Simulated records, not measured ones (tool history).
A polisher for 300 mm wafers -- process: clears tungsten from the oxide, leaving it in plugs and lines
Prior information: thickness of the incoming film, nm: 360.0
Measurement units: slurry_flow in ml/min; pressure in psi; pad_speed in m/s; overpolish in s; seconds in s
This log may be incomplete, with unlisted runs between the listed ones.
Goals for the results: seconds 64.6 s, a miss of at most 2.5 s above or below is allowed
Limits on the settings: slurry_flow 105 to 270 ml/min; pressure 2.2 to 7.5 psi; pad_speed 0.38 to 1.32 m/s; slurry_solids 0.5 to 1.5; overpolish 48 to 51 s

| run | day | slurry_flow | pressure | pad_speed | slurry_solids | overpolish | seconds |
|---|---|---|---|---|---|---|---|
| 1 | 0 | 175 | 4.8 | 0.84 | 1 | 48 | 78.362 |
| 2 | 0.292 | 175 | 4.8 | 0.84 | 1.15 | 48 | 74.99 |
| 3 | 0.396 | 175 | 4.8 | 0.84 | 1.15 | 48 | 75.581 |
| 4 | 0.683 | 175 | 5 | 0.84 | 1.15 | 48 | 72.544 |
| 5 | 0.758 | 150 | 5 | 0.84 | 1.15 | 48 | 75.024 |
| 6 | 0.867 | 150 | 4 | 0.84 | 1.15 | 48 | 94.149 |
| 7 | 1.117 | 165 | 4.4 | 0.84 | 1.15 | 48 | 83.95 |
| 8 | 1.35 | 180 | 4.7 | 0.84 | 1.15 | 48 | 77.132 |
| 9 | 1.392 | 190 | 4.9 | 0.84 | 1.15 | 48 | 73.499 |
| 10 | 1.479 | 190 | 4.9 | 0.84 | 1.15 | 48 | 73.078 |
| 11 | 1.754 | 195 | 5 | 0.84 | 1.15 | 48 | 71.909 |
| 12 | 1.838 | 195 | 5.1 | 0.84 | 1.15 | 48 | 69.052 |
| 13 | 1.938 | 200 | 5.2 | 0.84 | 1.15 | 48 | 67.977 |
| 14 | 2.304 | 200 | 5.3 | 0.84 | 1.15 | 48 | 67.919 |

Pick the move, out of 4, that brings all results within their allowed miss; only one does.
| A | 2.671 | 195 | 5 | 0.8 | 1.4 | 50 | ? |
| B | 2.671 | 195 | 4.4 | 1.02 | 1.1 | 48 | ? |
| C | 2.671 | 190 | 6.2 | 0.7 | 0.85 | 51 | ? |
| D | 2.671 | 145 | 6.5 | 0.8 | 0.95 | 48 | ? |

| move | seconds |
|---|---|
| A | 69.144 |
| B | 68.963 |
| C | 73.76 |
| D | 63.969 |
A: misses by more than the last run did
B: misses by more than the last run did
C: misses by more than the last run did
D: meets every target
The move that meets every target is D.

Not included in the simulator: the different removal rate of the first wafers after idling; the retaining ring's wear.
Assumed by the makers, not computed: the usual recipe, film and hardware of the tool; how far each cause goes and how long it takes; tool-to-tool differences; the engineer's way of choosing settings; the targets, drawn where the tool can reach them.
